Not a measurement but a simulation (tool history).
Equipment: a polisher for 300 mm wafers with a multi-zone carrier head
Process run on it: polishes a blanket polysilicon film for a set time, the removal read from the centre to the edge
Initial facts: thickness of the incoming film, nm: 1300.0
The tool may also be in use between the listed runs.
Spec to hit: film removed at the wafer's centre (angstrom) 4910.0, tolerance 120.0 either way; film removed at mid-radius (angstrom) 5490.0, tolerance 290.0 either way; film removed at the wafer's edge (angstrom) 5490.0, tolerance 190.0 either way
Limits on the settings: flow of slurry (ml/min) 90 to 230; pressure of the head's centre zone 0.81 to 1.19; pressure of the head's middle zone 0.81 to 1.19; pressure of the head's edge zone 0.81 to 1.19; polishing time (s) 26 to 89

| run | hour | flow of slurry (ml/min) | pressure of the head's centre zone | pressure of the head's middle zone | pressure of the head's edge zone | polishing time (s) | film removed at the wafer's centre (angstrom) | film removed at mid-radius (angstrom) | film removed at the wafer's edge (angstrom) |
|---|---|---|---|---|---|---|---|---|---|
| 1 | 0.0 | 150 | 1.00 | 1.00 | 1.00 | 57 | 4548.9 | 4170.0 | 4272.7 |
| 2 | 1.3 | 155 | 0.98 | 1.02 | 1.03 | 58 | 4511.6 | 4335.6 | 4265.2 |
| 3 | 6.2 | 175 | 0.98 | 1.02 | 1.03 | 58 | 4615.9 | 4532.9 | 4451.8 |
| 4 | 7.5 | 185 | 0.96 | 1.01 | 1.05 | 59 | 4616.0 | 4529.2 | 4526.6 |
| 5 | 8.4 | 170 | 0.96 | 1.01 | 1.05 | 59 | 4596.5 | 4421.0 | 4519.8 |
|  | 13.6 | centre zone pressure recalibrated |
| 6 | 13.6 | 170 | 0.93 | 1.01 | 1.05 | 59 | 4150.7 | 4437.5 | 4494.7 |
| 7 | 17.7 | 175 | 0.93 | 1.01 | 1.06 | 61 | 4305.7 | 4606.8 | 4600.3 |
| 8 | 18.7 | 180 | 0.93 | 1.01 | 1.07 | 63 | 4541.5 | 4822.2 | 4779.0 |
| 9 | 22.5 | 200 | 0.88 | 1.04 | 1.17 | 68 | 4647.5 | 5417.2 | 5458.3 |

Exercise: of the 4 proposed moves below, exactly one satisfies all targets within the stated allowed misses. Which move is it?
| A | 26.3 | 180 | 0.95 | 1.08 | 1.18 | 68 | ? | ? | ? |
| B | 26.3 | 175 | 0.85 | 1.05 | 1.15 | 67 | ? | ? | ? |
| C | 26.3 | 185 | 0.84 | 1.05 | 1.11 | 70 | ? | ? | ? |
| D | 26.3 | 230 | 0.83 | 1.14 | 1.08 | 65 | ? | ? | ? |

| move | film removed at the wafer's centre (angstrom) | film removed at mid-radius (angstrom) | film removed at the wafer's edge (angstrom) |
|---|---|---|---|
| A | 4906.4 | 5390.1 | 5549.9 |
| B | 4301.4 | 5167.4 | 5382.2 |
| C | 4479.1 | 5441.1 | 5553.4 |
| D | 4240.2 | 5573.0 | 5184.5 |
A: every result within its allowed miss
B: moves away from the targets compared with the last run
C: moves away from the targets compared with the last run
D: moves away from the targets compared with the last run
Go with A: it meets all targets.

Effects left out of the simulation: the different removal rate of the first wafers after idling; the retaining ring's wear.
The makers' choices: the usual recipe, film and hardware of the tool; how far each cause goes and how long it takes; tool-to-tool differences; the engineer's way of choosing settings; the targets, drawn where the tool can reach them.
